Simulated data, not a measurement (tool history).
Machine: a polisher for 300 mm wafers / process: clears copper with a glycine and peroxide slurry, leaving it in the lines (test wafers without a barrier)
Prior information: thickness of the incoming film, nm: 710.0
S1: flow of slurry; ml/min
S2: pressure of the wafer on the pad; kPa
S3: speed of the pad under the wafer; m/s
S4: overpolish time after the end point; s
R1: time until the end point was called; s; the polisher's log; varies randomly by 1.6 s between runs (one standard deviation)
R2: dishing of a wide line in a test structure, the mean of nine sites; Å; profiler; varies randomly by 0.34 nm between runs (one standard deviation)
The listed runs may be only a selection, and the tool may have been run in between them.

run 1 hour=0 | S1=190 S2=16.5 S3=1.1 S4=15 | R1=134.83 R2=348.23
run 2 hour=2.1 | S1=190 S2=13.8 S3=1.1 S4=15 | R1=153.17 R2=332.24
run 3 hour=10.2 | S1=190 S2=13.8 S3=1.1 S4=10 | R1=155.55 R2=271.38
run 4 hour=10.9 | S1=190 S2=15.9 S3=1.1 S4=10 | R1=137.24 R2=279.97
run 5 hour=18.2 | S1=190 S2=15.9 S3=0.84 S4=10 | R1=169.32 R2=255.43
run 6 hour=22.7 | S1=185 S2=15.2 S3=0.84 S4=10 | R1=178.53 R2=244.34
run 7 hour=28.2 | S1=175 S2=14.5 S3=0.84 S4=10 | R1=186.08 R2=240.14
run 8 hour=36.4 | S1=165 S2=14.5 S3=0.84 S4=10 | R1=187.31 R2=242.3
run 9 hour=44.2 | S1=160 S2=14.5 S3=0.84 S4=10 | R1=187.56 R2=236.39
run 10 hour=49.2 | S1=155 S2=14.5 S3=0.84 S4=10 | R1=189.51 R2=241.85

Expected results for the next run?
run 11 hour=52.1 | S1=155 S2=14.5 S3=0.84 S4=10 | R1=? R2=?

For run 11 the tool returned R1 189.98 s, R2 235.23 Å.
